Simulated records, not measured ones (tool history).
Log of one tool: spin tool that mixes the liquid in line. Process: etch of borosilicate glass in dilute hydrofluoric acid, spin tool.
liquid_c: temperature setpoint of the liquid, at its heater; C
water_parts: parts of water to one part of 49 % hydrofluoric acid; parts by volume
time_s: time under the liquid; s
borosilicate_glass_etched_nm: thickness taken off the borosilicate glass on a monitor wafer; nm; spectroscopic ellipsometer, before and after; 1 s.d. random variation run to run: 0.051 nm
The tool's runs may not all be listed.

{"run": 1, "hour": 0.0, "liquid_c": 24, "water_parts": 45, "time_s": 15, "borosilicate_glass_etched_nm": 10.031}
{"run": 2, "hour": 6.8, "liquid_c": 23.5, "water_parts": 45, "time_s": 15, "borosilicate_glass_etched_nm": 9.7895}
{"run": 3, "hour": 11.7, "liquid_c": 23.5, "water_parts": 40, "time_s": 15, "borosilicate_glass_etched_nm": 11.095}
{"run": 4, "hour": 16.8, "liquid_c": 23.5, "water_parts": 40, "time_s": 15, "borosilicate_glass_etched_nm": 11.16}
{"run": 5, "hour": 17.5, "liquid_c": 23.5, "water_parts": 25, "time_s": 15, "borosilicate_glass_etched_nm": 17.854}
{"run": 6, "hour": 26.3, "liquid_c": 23.5, "water_parts": 25, "time_s": 15, "borosilicate_glass_etched_nm": 18.148}
{"run": 7, "hour": 29.6, "liquid_c": 23, "water_parts": 30, "time_s": 15, "borosilicate_glass_etched_nm": 14.749}
{"run": 8, "hour": 31.2, "liquid_c": 22.5, "water_parts": 30, "time_s": 15, "borosilicate_glass_etched_nm": 14.564}
{"run": 9, "hour": 31.8, "liquid_c": 22, "water_parts": 30, "time_s": 15, "borosilicate_glass_etched_nm": 14.062}

Forecast run 10:
{"run": 10, "hour": 37.5, "liquid_c": 21.5, "water_parts": 30, "time_s": 15, "borosilicate_glass_etched_nm": "?"}

{"run 10": {"borosilicate_glass_etched_nm": 13.85}}
